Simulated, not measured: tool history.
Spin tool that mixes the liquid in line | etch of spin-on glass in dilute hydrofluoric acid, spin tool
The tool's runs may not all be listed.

run	day	temperature setpoint of the liquid (°C)	parts of water to one part of 49 % hydrofluoric acid (parts by volume)	time under the liquid (s)	thickness taken off the spin-on glass on a monitor wafer (Å)
1	0.000	22.0	105	100	214.20
2	0.258	21.0	115	100	187.78
3	0.471	18.5	115	100	169.21
4	0.704	18.5	115	100	168.84
5	0.833	18.0	120	100	158.76
6	1.083	18.0	125	100	153.12
7	1.233	18.0	130	100	143.34

What does the tool deliver on the next run?
8	1.550	18.0	135	100	?

{"run 8": {"thickness taken off the spin-on glass on a monitor wafer (Å)": 138.73}}
